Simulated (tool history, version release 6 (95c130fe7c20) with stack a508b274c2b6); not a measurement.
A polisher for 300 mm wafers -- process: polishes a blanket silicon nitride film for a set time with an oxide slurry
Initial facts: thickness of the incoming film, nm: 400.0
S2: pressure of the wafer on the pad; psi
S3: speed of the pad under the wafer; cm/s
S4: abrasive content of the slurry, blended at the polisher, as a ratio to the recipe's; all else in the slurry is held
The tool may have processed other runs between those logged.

run 1 hour=0.0 | flow_of_slurry_(ml/min)=290 S2=3.1 S3=122 S4=1.0 polishing_time_(s)=72 | film_removed_(angstrom)=367.91
run 2 hour=8.1 | flow_of_slurry_(ml/min)=290 S2=3.1 S3=122 S4=1.0 polishing_time_(s)=72 | film_removed_(angstrom)=365.16
run 3 hour=9.1 | flow_of_slurry_(ml/min)=290 S2=3.4 S3=124 S4=1.0 polishing_time_(s)=72 | film_removed_(angstrom)=416.87
run 4 hour=10.6 | flow_of_slurry_(ml/min)=290 S2=3.6 S3=124 S4=1.0 polishing_time_(s)=72 | film_removed_(angstrom)=439.20
run 5 hour=14.9 | flow_of_slurry_(ml/min)=290 S2=3.6 S3=124 S4=1.0 polishing_time_(s)=72 | film_removed_(angstrom)=438.99
run 6 hour=21.8 | flow_of_slurry_(ml/min)=245 S2=3.6 S3=124 S4=1.0 polishing_time_(s)=72 | film_removed_(angstrom)=423.16
run 7 hour=28.9 | flow_of_slurry_(ml/min)=255 S2=3.7 S3=124 S4=1.0 polishing_time_(s)=72 | film_removed_(angstrom)=449.43

Run 8, settings as shown, results not yet in. Your forecast:
run 8 hour=37.5 | flow_of_slurry_(ml/min)=255 S2=3.8 S3=124 S4=1.0 polishing_time_(s)=72 | film_removed_(angstrom)=?

film removed (angstrom): 456.19
